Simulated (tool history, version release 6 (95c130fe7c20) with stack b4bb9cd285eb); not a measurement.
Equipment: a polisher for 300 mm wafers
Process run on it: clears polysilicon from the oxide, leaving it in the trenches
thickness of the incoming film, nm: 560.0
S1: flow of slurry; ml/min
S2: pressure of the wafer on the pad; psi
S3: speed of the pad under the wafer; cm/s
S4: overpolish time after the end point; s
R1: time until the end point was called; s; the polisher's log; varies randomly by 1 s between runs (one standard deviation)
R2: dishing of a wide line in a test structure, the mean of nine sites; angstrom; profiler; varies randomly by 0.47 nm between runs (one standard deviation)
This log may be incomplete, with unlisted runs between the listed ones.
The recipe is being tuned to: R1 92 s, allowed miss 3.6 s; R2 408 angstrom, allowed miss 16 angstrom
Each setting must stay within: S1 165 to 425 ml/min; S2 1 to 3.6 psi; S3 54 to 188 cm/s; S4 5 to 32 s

{"run": 1, "hour": 0.0, "S1": 275, "S2": 2.3, "S3": 120, "S4": 16, "R1": 39.472, "R2": 461.18}
{"run": 2, "hour": 1.0, "S1": 275, "S2": 2.8, "S3": 120, "S4": 16, "R1": 32.419, "R2": 464.17}
{"run": 3, "hour": 9.1, "S1": 275, "S2": 2.8, "S3": 120, "S4": 11, "R1": 32.2, "R2": 470.49}
{"run": 4, "hour": 13.4, "S1": 275, "S2": 2.2, "S3": 108, "S4": 18, "R1": 44.487, "R2": 470.85}
{"run": 5, "hour": 17.0, "S1": 275, "S2": 2.5, "S3": 108, "S4": 18, "R1": 39.677, "R2": 476.82}
{"run": 6, "hour": 18.5, "S1": 275, "S2": 2.5, "S3": 108, "S4": 14, "R1": 39.363, "R2": 469.87}
{"run": 7, "hour": 19.0, "S1": 270, "S2": 1.9, "S3": 76, "S4": 6, "R1": 69.533, "R2": 306.08}
{"run": 8, "hour": 24.5, "S1": 260, "S2": 1.3, "S3": 74, "S4": 14, "R1": 99.942, "R2": 393.4}
{"run": 9, "hour": 26.2, "S1": 265, "S2": 1.3, "S3": 74, "S4": 14, "R1": 100.32, "R2": 390.37}
{"run": 10, "hour": 30.2, "S1": 265, "S2": 1.3, "S3": 74, "S4": 15, "R1": 98.597, "R2": 391.43}
{"run": 11, "hour": 31.4, "S1": 265, "S2": 1.3, "S3": 74, "S4": 16, "R1": 97.404, "R2": 405.76}
{"run": 12, "hour": 38.3, "S1": 270, "S2": 1.3, "S3": 74, "S4": 16, "R1": 99.702, "R2": 408.18}

Of the 4 settings listed for the next run, only one would bring every result within its allowed miss of target. Which one?
{"run": "A", "hour": 45.2, "S1": 310, "S2": 1.3, "S3": 72, "S4": 12, "R1": "?", "R2": "?"}
{"run": "B", "hour": 45.2, "S1": 200, "S2": 1, "S3": 94, "S4": 12, "R1": "?", "R2": "?"}
{"run": "C", "hour": 45.2, "S1": 275, "S2": 1.3, "S3": 74, "S4": 13, "R1": "?", "R2": "?"}
{"run": "D", "hour": 45.2, "S1": 215, "S2": 1.4, "S3": 78, "S4": 15, "R1": "?", "R2": "?"}

move=A R1=99.92 R2=356.43
move=B R1=100.03 R2=356.25
move=C R1=98.5 R2=370.97
move=D R1=90.896 R2=401.95
A: its largest miss is bigger than the last run's
B: its largest miss is bigger than the last run's
C: its largest miss is bigger than the last run's
D: all results in spec
So the answer is move D, the one that meets all the targets.
